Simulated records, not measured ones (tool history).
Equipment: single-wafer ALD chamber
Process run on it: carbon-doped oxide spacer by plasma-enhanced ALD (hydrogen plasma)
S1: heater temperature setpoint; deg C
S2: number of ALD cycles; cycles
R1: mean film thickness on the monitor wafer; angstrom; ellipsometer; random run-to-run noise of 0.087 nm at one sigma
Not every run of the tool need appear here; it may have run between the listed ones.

{"run": 1, "hour": 0.0, "S1": 415, "S2": 589, "R1": 285.38}
{"run": 2, "hour": 8.7, "S1": 421, "S2": 589, "R1": 281.04}
{"run": 3, "hour": 18.1, "S1": 421, "S2": 517, "R1": 247.36}
{"run": 4, "hour": 25.1, "S1": 421, "S2": 466, "R1": 222.48}
{"run": 5, "hour": 32.4, "S1": 421, "S2": 521, "R1": 249.12}
{"run": 6, "hour": 40.6, "S1": 420, "S2": 544, "R1": 260.23}
{"run": 7, "hour": 47.2, "S1": 419, "S2": 563, "R1": 269.99}

Estimate the outcome of run 8 from the log above:
{"run": 8, "hour": 53.1, "S1": 409, "S2": 657, "R1": "?"}

R1: 324.41 angstrom

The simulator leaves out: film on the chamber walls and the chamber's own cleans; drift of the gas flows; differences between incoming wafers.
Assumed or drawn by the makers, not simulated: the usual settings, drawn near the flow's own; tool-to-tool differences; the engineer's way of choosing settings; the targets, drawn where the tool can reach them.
